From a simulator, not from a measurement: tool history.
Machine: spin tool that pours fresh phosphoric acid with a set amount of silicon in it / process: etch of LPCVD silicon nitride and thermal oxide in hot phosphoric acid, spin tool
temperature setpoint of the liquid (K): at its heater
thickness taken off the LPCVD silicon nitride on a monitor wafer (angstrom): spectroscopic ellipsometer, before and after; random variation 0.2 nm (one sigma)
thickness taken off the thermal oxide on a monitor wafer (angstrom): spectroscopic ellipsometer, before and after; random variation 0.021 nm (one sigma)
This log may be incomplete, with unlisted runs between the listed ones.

run	hour	temperature setpoint of the liquid (K)	silicon dissolved in the acid as it is poured (mg a litre)	time under the liquid (s)	thickness taken off the LPCVD silicon nitride on a monitor wafer (angstrom)	thickness taken off the thermal oxide on a monitor wafer (angstrom)
1	0	436.15	23	165	154.71	3.5897
2	5.7	436.15	23	210	198.31	4.7888
3	14.4	436.65	26.5	215	202.92	4.0133
4	19.5	435.65	26.5	215	195.5	3.7274
5	26.7	435.65	16.5	215	195.81	5.9791
6	33.5	436.15	19.5	215	199.91	5.3356
7	36	436.65	22	215	202.52	5.5811

The next listed run, before its measurement:
8	41.3	436.65	25	220	?	?

Run 8 produced thickness taken off the LPCVD silicon nitride on a monitor wafer (angstrom) 206.94, thickness taken off the thermal oxide on a monitor wafer (angstrom) 4.6471.

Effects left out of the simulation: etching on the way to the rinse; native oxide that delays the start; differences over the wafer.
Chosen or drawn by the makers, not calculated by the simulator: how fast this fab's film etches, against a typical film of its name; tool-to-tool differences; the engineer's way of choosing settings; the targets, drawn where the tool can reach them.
